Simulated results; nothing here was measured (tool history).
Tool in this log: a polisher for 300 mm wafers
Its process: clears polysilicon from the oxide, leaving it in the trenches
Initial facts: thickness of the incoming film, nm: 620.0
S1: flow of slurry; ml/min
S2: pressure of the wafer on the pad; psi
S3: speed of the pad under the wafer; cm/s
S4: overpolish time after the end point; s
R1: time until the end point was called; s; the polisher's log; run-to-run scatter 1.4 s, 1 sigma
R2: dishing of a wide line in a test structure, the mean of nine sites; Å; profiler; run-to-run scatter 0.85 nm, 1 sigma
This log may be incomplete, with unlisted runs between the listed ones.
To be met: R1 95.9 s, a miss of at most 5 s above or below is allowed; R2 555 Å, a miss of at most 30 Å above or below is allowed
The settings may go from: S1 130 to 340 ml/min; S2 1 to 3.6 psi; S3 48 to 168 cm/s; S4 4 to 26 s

run 1 day=0 | S1=220 S2=2.3 S3=108 S4=13 | R1=61.328 R2=629.67
run 2 day=0.054 | S1=220 S2=2.3 S3=108 S4=10 | R1=61.069 R2=559.16
run 3 day=0.079 | S1=220 S2=2.3 S3=108 S4=13 | R1=59.061 R2=651.29
run 4 day=0.212 | S1=220 S2=2.3 S3=124 S4=13 | R1=53.474 R2=672.67
run 5 day=0.308 | S1=220 S2=2 S3=122 S4=13 | R1=62.63 R2=619.88
run 6 day=0.383 | S1=245 S2=2 S3=122 S4=13 | R1=62.749 R2=627.16
run 7 day=0.633 | S1=245 S2=1.8 S3=120 S4=14 | R1=70.958 R2=626.77
run 8 day=0.871 | S1=245 S2=1.6 S3=120 S4=14 | R1=79.325 R2=602.13
run 9 day=0.975 | S1=245 S2=1.5 S3=120 S4=14 | R1=82.67 R2=590.75
run 10 day=1.35 | S1=245 S2=1.4 S3=120 S4=14 | R1=88.507 R2=567.73

Exactly one of the 5 candidate moves below puts every result within its allowed miss. Which one?
run A day=1.725 | S1=235 S2=1.2 S3=128 S4=15 | R1=? R2=?
run B day=1.725 | S1=190 S2=1.1 S3=134 S4=16 | R1=? R2=?
run C day=1.725 | S1=245 S2=1 S3=140 S4=13 | R1=? R2=?
run D day=1.725 | S1=200 S2=1.2 S3=132 S4=13 | R1=? R2=?
run E day=1.725 | S1=265 S2=1.3 S3=146 S4=15 | R1=? R2=?

move=A R1=97.202 R2=534.56
move=B R1=103.94 R2=533.87
move=C R1=106.68 R2=467.87
move=D R1=96.397 R2=496.57
move=E R1=79.871 R2=588.01
A: every result lands within tolerance
B: takes the result that was furthest off past its target
C: takes the result that was furthest off past its target
D: meets the target for the result that was furthest off, but another lies outside its allowed miss
E: its largest miss is bigger than the last run's
Go with A: it meets all targets.
